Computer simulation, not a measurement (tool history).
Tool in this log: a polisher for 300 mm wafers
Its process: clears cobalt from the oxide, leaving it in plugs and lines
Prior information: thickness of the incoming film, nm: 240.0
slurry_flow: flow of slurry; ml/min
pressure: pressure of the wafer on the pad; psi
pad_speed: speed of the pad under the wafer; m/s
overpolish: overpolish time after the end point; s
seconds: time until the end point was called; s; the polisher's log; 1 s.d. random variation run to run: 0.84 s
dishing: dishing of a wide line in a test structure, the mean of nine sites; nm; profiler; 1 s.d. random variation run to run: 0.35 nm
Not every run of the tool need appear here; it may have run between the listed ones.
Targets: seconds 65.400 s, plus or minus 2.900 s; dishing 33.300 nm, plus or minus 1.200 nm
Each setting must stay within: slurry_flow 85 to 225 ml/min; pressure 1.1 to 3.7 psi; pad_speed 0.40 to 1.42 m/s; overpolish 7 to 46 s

Run 1, hour 0.0: slurry_flow 145 ml/min, pressure 2.4 psi, pad_speed 0.90 m/s, overpolish 24 s. Result: seconds 38.801 s, dishing 35.216 nm.
Run 2, hour 8.0: slurry_flow 145 ml/min, pressure 2.1 psi, pad_speed 0.90 m/s, overpolish 23 s. Result: seconds 44.207 s, dishing 34.633 nm.
Run 3, hour 11.2: slurry_flow 145 ml/min, pressure 2.6 psi, pad_speed 0.90 m/s, overpolish 23 s. Result: seconds 36.554 s, dishing 35.409 nm.
Run 4, hour 18.7: slurry_flow 145 ml/min, pressure 2.6 psi, pad_speed 0.90 m/s, overpolish 18 s. Result: seconds 36.052 s, dishing 34.741 nm.
Run 5, hour 26.1: slurry_flow 145 ml/min, pressure 2.6 psi, pad_speed 0.90 m/s, overpolish 8 s. Result: seconds 36.438 s, dishing 26.948 nm.
Run 6, hour 33.1: slurry_flow 145 ml/min, pressure 2.6 psi, pad_speed 0.98 m/s, overpolish 8 s. Result: seconds 33.292 s, dishing 27.797 nm.
Run 7, hour 41.5: slurry_flow 140 ml/min, pressure 2.2 psi, pad_speed 0.96 m/s, overpolish 13 s. Result: seconds 39.461 s, dishing 31.300 nm.
Run 8, hour 47.9: slurry_flow 140 ml/min, pressure 1.6 psi, pad_speed 0.84 m/s, overpolish 7 s. Result: seconds 61.246 s, dishing 18.200 nm.
Run 9, hour 55.3: slurry_flow 130 ml/min, pressure 1.6 psi, pad_speed 0.84 m/s, overpolish 14 s. Result: seconds 62.535 s, dishing 27.116 nm.
Run 10, hour 62.9: slurry_flow 125 ml/min, pressure 1.6 psi, pad_speed 0.84 m/s, overpolish 14 s. Result: seconds 62.827 s, dishing 27.477 nm.
Run 11, hour 67.2: slurry_flow 120 ml/min, pressure 1.6 psi, pad_speed 0.84 m/s, overpolish 14 s. Result: seconds 62.656 s, dishing 27.373 nm.
Run 12, hour 68.3: slurry_flow 160 ml/min, pressure 1.2 psi, pad_speed 0.84 m/s, overpolish 25 s. Result: seconds 79.923 s, dishing 31.468 nm.
Run 13, hour 73.6: slurry_flow 155 ml/min, pressure 1.3 psi, pad_speed 0.84 m/s, overpolish 25 s. Result: seconds 74.306 s, dishing 31.819 nm.
Run 14, hour 77.7: slurry_flow 150 ml/min, pressure 1.4 psi, pad_speed 0.84 m/s, overpolish 25 s. Result: seconds 70.090 s, dishing 32.803 nm.

Which one of the following 4 next-run settings gets every result inside its allowed miss? There is exactly one.
Run A, hour 81.8: slurry_flow 140 ml/min, pressure 1.5 psi, pad_speed 0.98 m/s, overpolish 18 s. Result: seconds ?, dishing ?.
Run B, hour 81.8: slurry_flow 140 ml/min, pressure 1.7 psi, pad_speed 0.84 m/s, overpolish 17 s. Result: seconds ?, dishing ?.
Run C, hour 81.8: slurry_flow 85 ml/min, pressure 1.5 psi, pad_speed 0.90 m/s, overpolish 28 s. Result: seconds ?, dishing ?.
Run D, hour 81.8: slurry_flow 130 ml/min, pressure 1.1 psi, pad_speed 0.96 m/s, overpolish 29 s. Result: seconds ?, dishing ?.

move  seconds  dishing
   A   56.864   31.464
   B   58.593   30.556
   C   66.615   33.973
   D   78.589   33.092
A: takes the biggest miss from the last run beyond its target
B: takes the biggest miss from the last run beyond its target
C: each result inside its tolerance
D: its largest miss is bigger than the last run's
Correct choice: C, which meets every target

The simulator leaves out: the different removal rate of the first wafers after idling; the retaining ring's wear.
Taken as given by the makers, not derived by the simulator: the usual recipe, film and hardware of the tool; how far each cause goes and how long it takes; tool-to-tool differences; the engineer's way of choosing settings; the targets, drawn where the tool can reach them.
